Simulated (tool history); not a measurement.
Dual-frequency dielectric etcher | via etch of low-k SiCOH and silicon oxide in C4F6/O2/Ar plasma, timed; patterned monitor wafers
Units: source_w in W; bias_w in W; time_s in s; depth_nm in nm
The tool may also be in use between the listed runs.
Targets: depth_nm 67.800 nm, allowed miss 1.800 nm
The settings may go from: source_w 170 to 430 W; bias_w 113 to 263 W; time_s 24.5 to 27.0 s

run	hour	source_w	bias_w	time_s	depth_nm
1	0.0	300	188	27.0	60.132
2	8.1	320	192	27.0	62.193
3	11.4	340	195	27.0	64.187
4	12.9	350	197	27.0	65.113
5	16.6	360	198	27.0	65.856
6	24.1	360	176	27.0	62.178
7	28.6	370	180	27.0	63.219
8	32.9	380	183	27.0	64.175
9	38.9	390	186	27.0	65.664

4 next moves are on the table. One of them brings every result within its allowed miss. Which?
A	44.9	400	180	26.5	?
B	44.9	350	201	25.0	?
C	44.9	420	195	26.5	?
D	44.9	430	154	27.0	?

move	depth_nm
A	63.773
B	60.803
C	67.575
D	61.377
A: further off than the last run
B: further off than the last run
C: meets every target
D: further off than the last run
The right move is C.

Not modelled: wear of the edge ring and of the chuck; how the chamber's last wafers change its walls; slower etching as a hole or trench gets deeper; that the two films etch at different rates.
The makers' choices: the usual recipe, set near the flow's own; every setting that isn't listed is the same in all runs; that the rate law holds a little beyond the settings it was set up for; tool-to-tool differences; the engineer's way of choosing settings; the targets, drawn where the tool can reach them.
